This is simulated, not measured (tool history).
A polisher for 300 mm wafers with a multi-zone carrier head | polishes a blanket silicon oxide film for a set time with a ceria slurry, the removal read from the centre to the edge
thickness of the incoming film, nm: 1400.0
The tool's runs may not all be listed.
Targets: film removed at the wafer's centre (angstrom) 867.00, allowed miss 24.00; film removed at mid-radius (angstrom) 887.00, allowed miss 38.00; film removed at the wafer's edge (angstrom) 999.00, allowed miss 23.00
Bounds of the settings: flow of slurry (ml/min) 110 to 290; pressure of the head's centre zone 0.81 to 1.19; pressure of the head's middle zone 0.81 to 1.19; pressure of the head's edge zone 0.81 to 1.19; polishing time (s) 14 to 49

run  hour  flow of slurry (ml/min)  pressure of the head's centre zone  pressure of the head's middle zone  pressure of the head's edge zone  polishing time (s)  film removed at the wafer's centre (angstrom)  film removed at mid-radius (angstrom)  film removed at the wafer's edge (angstrom)
  1   0.0                      185                                1.00                                1.00                              1.00                  31                                        1205.40                                1255.60                                      1287.10
  2   6.5                      215                                1.00                                1.00                              1.00                  31                                        1239.80                                1269.00                                      1299.50
  3   7.7                      240                                1.00                                1.00                              1.00                  31                                        1271.80                                1316.90                                      1343.40
  4  11.5                      240                                0.97                                1.00                              1.00                  31                                        1242.50                                1323.70                                      1332.40
  5  19.0                      215                                0.94                                0.95                              0.97                  30                                        1127.80                                1162.90                                      1256.60
  6  21.3                      200                                0.92                                0.94                              0.93                  29                                        1053.40                                1098.20                                      1179.90
  7  28.5                      185                                0.91                                0.92                              0.90                  28                                         987.89                                1054.50                                      1107.70
  8  30.5                      175                                0.90                                0.89                              0.88                  28                                         945.11                                1019.60                                      1066.80
  9  31.7                      170                                0.90                                0.87                              0.89                  28                                         956.31                                 969.09                                      1084.30
 10  38.4                      160                                0.89                                0.86                              0.87                  28                                         928.93                                 954.00                                      1069.00
 11  41.4                      150                                0.89                                0.85                              0.85                  28                                         897.71                                 926.83                                      1026.70
 12  49.4                      125                                0.89                                0.83                              0.85                  28                                         836.97                                 864.68                                       993.95

Which of these 4 next moves meets every target?
  A  57.4                      130                                0.90                                0.92                              0.85                  28                                              ?                                      ?                                            ?
  B  57.4                      130                                0.88                                0.88                              0.85                  27                                              ?                                      ?                                            ?
  C  57.4                      170                                0.93                                0.89                              0.96                  25                                              ?                                      ?                                            ?
  D  57.4                      120                                0.90                                1.05                              0.81                  27                                              ?                                      ?                                            ?

move  film removed at the wafer's centre (angstrom)  film removed at mid-radius (angstrom)  film removed at the wafer's edge (angstrom)
   A                                         860.14                                 947.01                                       995.66
   B                                         810.61                                 880.21                                       960.61
   C                                         875.52                                 895.60                                       995.98
   D                                         800.47                                 989.31                                       919.56
A: brings the result that was furthest off to its target, and leaves another outside
B: further off than the last run
C: meets every target
D: further off than the last run
Answer: C

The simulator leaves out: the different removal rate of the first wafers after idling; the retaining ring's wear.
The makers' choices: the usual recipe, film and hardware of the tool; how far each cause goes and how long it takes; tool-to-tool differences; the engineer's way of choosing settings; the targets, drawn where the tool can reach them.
